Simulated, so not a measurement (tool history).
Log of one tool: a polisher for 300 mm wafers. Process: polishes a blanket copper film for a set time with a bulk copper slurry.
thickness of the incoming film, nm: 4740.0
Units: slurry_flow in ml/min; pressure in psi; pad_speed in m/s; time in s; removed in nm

{"run": 1, "hour": 0.0, "slurry_flow": 235, "pressure": 2.4, "pad_speed": 1.08, "slurry_solids": 1, "time": 20, "removed": 205.03}
{"run": 2, "hour": 0.6, "slurry_flow": 235, "pressure": 2.2, "pad_speed": 1.08, "slurry_solids": 1, "time": 20, "removed": 186.67}
{"run": 3, "hour": 3.8, "slurry_flow": 235, "pressure": 2.4, "pad_speed": 1.08, "slurry_solids": 1, "time": 20, "removed": 207.41}
{"run": 4, "hour": 7.0, "slurry_flow": 235, "pressure": 2.4, "pad_speed": 1.08, "slurry_solids": 1.1, "time": 20, "removed": 211.66}
{"run": 5, "hour": 10.2, "slurry_flow": 235, "pressure": 2.2, "pad_speed": 1.08, "slurry_solids": 1.1, "time": 20, "removed": 195.37}
{"run": 6, "hour": 13.9, "slurry_flow": 235, "pressure": 2, "pad_speed": 1.08, "slurry_solids": 1.1, "time": 20, "removed": 180.59}

The next listed run, before its measurement:
{"run": 7, "hour": 21.2, "slurry_flow": 235, "pressure": 1.8, "pad_speed": 1.08, "slurry_solids": 1.1, "time": 20, "removed": "?"}

{"run 7": {"removed": 163.99}}
